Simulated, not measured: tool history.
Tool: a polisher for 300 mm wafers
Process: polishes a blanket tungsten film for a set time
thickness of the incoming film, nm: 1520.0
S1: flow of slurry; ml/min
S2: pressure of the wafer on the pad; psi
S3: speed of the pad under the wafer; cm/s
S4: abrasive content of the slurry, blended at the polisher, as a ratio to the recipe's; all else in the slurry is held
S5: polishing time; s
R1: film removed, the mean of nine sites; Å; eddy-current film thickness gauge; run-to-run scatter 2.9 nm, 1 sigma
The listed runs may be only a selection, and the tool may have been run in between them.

run,day,S1,S2,S3,S4,S5,R1
1,0.000,295,4.0,120,1.0,50,2659.4
2,0.367,295,4.0,108,1.0,50,2409.2
3,0.404,300,4.3,110,1.0,50,2632.2
4,0.550,300,4.5,112,1.0,50,2800.3
5,0.696,300,4.7,114,1.0,50,2992.4
6,0.946,305,4.9,116,1.0,50,3164.3
7,1.012,305,5.1,118,1.0,50,3298.8
8,1.325,305,5.2,120,1.0,50,3462.7
9,1.433,305,5.3,122,1.0,50,3547.8
10,1.558,310,5.4,124,1.0,50,3671.1
11,1.867,310,5.5,126,1.0,50,3847.7
12,2.133,310,5.6,126,1.0,50,3921.4
13,2.329,310,5.7,126,1.0,50,3964.7
14,2.533,310,5.8,128,1.0,50,4144.6
15,2.742,310,5.8,128,1.0,50,4077.7

The next listed run, before its measurement:
16,2.908,315,5.8,128,1.0,50,?

Run 16 produced R1 4096.5 Å.
